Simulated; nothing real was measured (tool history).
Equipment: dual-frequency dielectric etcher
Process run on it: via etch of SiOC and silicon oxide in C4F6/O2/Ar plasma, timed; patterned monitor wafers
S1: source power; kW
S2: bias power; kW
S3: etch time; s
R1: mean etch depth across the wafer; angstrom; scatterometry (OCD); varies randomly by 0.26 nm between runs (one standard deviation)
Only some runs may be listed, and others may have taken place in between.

{"run": 1, "day": 0.0, "S1": 0.31, "S2": 0.155, "S3": 110.5, "R1": 994.72}
{"run": 2, "day": 0.1, "S1": 0.36, "S2": 0.155, "S3": 110.5, "R1": 1045.9}
{"run": 3, "day": 0.192, "S1": 0.33, "S2": 0.15, "S3": 110.5, "R1": 997.49}
{"run": 4, "day": 0.538, "S1": 0.33, "S2": 0.163, "S3": 110.5, "R1": 1040.7}
{"run": 5, "day": 0.562, "S1": 0.33, "S2": 0.163, "S3": 115.5, "R1": 1090}
{"run": 6, "day": 0.825, "S1": 0.3, "S2": 0.156, "S3": 115, "R1": 1024}
{"run": 7, "day": 0.954, "S1": 0.28, "S2": 0.153, "S3": 115, "R1": 994.74}

Forecast run 8:
{"run": 8, "day": 1.162, "S1": 0.26, "S2": 0.151, "S3": 115, "R1": "?"}

R1: 967.54 angstrom

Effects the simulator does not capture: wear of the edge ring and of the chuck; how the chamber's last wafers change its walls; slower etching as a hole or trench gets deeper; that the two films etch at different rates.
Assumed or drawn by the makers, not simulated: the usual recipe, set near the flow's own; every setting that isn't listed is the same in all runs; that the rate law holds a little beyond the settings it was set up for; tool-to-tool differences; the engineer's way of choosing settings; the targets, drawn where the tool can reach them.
